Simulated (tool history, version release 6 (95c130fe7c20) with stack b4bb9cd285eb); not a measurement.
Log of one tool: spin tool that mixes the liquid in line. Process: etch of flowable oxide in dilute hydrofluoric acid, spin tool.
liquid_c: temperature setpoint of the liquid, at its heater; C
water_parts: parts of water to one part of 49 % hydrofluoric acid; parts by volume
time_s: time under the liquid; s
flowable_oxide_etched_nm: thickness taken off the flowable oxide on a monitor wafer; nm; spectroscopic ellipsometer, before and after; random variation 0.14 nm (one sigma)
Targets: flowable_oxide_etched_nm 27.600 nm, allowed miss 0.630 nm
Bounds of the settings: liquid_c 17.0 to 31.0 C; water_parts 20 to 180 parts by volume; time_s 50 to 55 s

run    day  liquid_c  water_parts  time_s  flowable_oxide_etched_nm
  1  0.000      23.0          100      50                    13.609
  2  0.212      23.0          100      50                    13.459
  3  0.279      23.0           65      50                    21.691
  4  0.479      23.0           85      50                    16.218
  5  0.850      24.5           80      50                    18.497
  6  1.125      24.5           65      50                    23.181
  7  1.442      25.5           65      50                    23.941
  8  1.512      26.0           65      50                    24.756
  9  1.567      26.5           65      50                    25.094

Which of these 4 next moves meets every target?
  A  1.621      30.5           75      55                         ?
  B  1.621      25.5           65      50                         ?
  C  1.621      23.0           50      50                         ?
  D  1.621      26.5           70      50                         ?

move  flowable_oxide_etched_nm
   A                    27.545
   B                    24.093
   C                    28.848
   D                    23.126
A: meets every target
B: further off than the last run
C: takes the result that was furthest off past its target
D: further off than the last run
Answer: A
